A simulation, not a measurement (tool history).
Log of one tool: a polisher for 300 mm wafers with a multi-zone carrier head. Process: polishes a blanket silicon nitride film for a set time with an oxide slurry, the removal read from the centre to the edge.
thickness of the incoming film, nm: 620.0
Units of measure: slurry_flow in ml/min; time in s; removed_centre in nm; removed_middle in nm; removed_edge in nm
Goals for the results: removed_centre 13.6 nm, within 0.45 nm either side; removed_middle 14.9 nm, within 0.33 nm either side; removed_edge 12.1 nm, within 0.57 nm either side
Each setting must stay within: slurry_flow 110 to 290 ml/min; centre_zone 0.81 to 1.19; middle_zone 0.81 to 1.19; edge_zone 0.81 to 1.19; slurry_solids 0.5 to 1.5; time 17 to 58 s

Run 1, day 0: slurry_flow 185 ml/min, centre_zone 1, middle_zone 1, edge_zone 1, slurry_solids 1, time 37 s. Result: removed_centre 18.72 nm, removed_middle 18.598 nm, removed_edge 18.576 nm.
Run 2, day 0.079: slurry_flow 190 ml/min, centre_zone 1, middle_zone 1.04, edge_zone 0.94, slurry_solids 0.85, time 36 s. Result: removed_centre 16.804 nm, removed_middle 17.18 nm, removed_edge 15.693 nm.
Run 3, day 0.312: slurry_flow 225 ml/min, centre_zone 1, middle_zone 1.04, edge_zone 0.94, slurry_solids 0.85, time 36 s. Result: removed_centre 17.221 nm, removed_middle 17.659 nm, removed_edge 16.441 nm.
Run 4, day 0.525: slurry_flow 225 ml/min, centre_zone 1, middle_zone 1.04, edge_zone 0.9, slurry_solids 0.85, time 36 s. Result: removed_centre 17.193 nm, removed_middle 17.645 nm, removed_edge 15.595 nm.
Run 5, day 0.662: slurry_flow 225 ml/min, centre_zone 1, middle_zone 1.04, edge_zone 0.9, slurry_solids 0.85, time 27 s. Result: removed_centre 12.886 nm, removed_middle 13.222 nm, removed_edge 11.857 nm.
Run 6, day 0.854: slurry_flow 235 ml/min, centre_zone 1.01, middle_zone 1.07, edge_zone 0.9, slurry_solids 0.85, time 27 s. Result: removed_centre 13.243 nm, removed_middle 13.533 nm, removed_edge 12.218 nm.
Run 7, day 0.929: slurry_flow 245 ml/min, centre_zone 1.01, middle_zone 1.1, edge_zone 0.87, slurry_solids 0.85, time 27 s. Result: removed_centre 13.002 nm, removed_middle 13.908 nm, removed_edge 11.936 nm.
Run 8, day 1.254: slurry_flow 250 ml/min, centre_zone 1.02, middle_zone 1.12, edge_zone 0.86, slurry_solids 0.85, time 27 s. Result: removed_centre 13.305 nm, removed_middle 14.089 nm, removed_edge 11.689 nm.
Run 9, day 1.308: slurry_flow 255 ml/min, centre_zone 1.02, middle_zone 1.14, edge_zone 0.87, slurry_solids 0.85, time 27 s. Result: removed_centre 13.531 nm, removed_middle 14.511 nm, removed_edge 12.009 nm.

Which of these 4 next moves meets every target?
Run A, day 1.362: slurry_flow 255 ml/min, centre_zone 1.02, middle_zone 1.11, edge_zone 0.88, slurry_solids 1, time 25 s. Result: removed_centre ?, removed_middle ?, removed_edge ?.
Run B, day 1.362: slurry_flow 240 ml/min, centre_zone 1.01, middle_zone 1.14, edge_zone 0.85, slurry_solids 0.8, time 29 s. Result: removed_centre ?, removed_middle ?, removed_edge ?.
Run C, day 1.362: slurry_flow 290 ml/min, centre_zone 0.97, middle_zone 0.99, edge_zone 0.92, slurry_solids 0.9, time 28 s. Result: removed_centre ?, removed_middle ?, removed_edge ?.
Run D, day 1.362: slurry_flow 180 ml/min, centre_zone 1.09, middle_zone 1.13, edge_zone 0.82, slurry_solids 0.75, time 30 s. Result: removed_centre ?, removed_middle ?, removed_edge ?.

move  removed_centre  removed_middle  removed_edge
   A          13.796           14.22        12.321
   B           13.97           14.89        12.429
   C          14.123          13.888         13.51
   D          14.371          14.138         11.83
A: lands further from the targets than the last run did
B: in spec on every target
C: lands further from the targets than the last run did
D: lands further from the targets than the last run did
Correct choice: B, which meets every target

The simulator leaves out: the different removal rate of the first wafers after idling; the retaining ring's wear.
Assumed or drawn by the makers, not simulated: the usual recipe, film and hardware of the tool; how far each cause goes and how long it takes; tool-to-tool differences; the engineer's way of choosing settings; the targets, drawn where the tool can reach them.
